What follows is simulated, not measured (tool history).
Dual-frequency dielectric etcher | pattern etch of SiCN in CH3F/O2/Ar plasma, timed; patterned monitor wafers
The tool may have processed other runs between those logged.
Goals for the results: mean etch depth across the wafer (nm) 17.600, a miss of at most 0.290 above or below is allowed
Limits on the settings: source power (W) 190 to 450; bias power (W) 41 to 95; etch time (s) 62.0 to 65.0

| run | day | source power (W) | bias power (W) | etch time (s) | mean etch depth across the wafer (nm) |
|---|---|---|---|---|---|
| 1 | 0.000 | 320 | 68 | 62.0 | 20.734 |
| 2 | 0.296 | 320 | 68 | 62.0 | 20.971 |
| 3 | 0.583 | 280 | 66 | 62.0 | 19.601 |
| 4 | 0.871 | 260 | 65 | 62.0 | 19.019 |
| 5 | 1.142 | 260 | 65 | 62.0 | 18.972 |
| 6 | 1.412 | 260 | 65 | 65.0 | 19.965 |
| 7 | 1.625 | 200 | 54 | 64.5 | 16.882 |
| 8 | 1.804 | 210 | 54 | 64.5 | 17.192 |

Of the 4 settings listed for the next run, only one would bring every result within its allowed miss of target. Which one?
| A | 1.983 | 220 | 56 | 64.5 | ? |
| B | 1.983 | 270 | 57 | 62.0 | ? |
| C | 1.983 | 240 | 58 | 63.5 | ? |
| D | 1.983 | 250 | 61 | 62.0 | ? |

| move | mean etch depth across the wafer (nm) |
|---|---|
| A | 17.773 |
| B | 18.570 |
| C | 18.291 |
| D | 18.439 |
A: every result within its allowed miss
B: takes the biggest miss from the last run beyond its target
C: takes the biggest miss from the last run beyond its target
D: takes the biggest miss from the last run beyond its target
So the answer is move A, the one that meets all the targets.

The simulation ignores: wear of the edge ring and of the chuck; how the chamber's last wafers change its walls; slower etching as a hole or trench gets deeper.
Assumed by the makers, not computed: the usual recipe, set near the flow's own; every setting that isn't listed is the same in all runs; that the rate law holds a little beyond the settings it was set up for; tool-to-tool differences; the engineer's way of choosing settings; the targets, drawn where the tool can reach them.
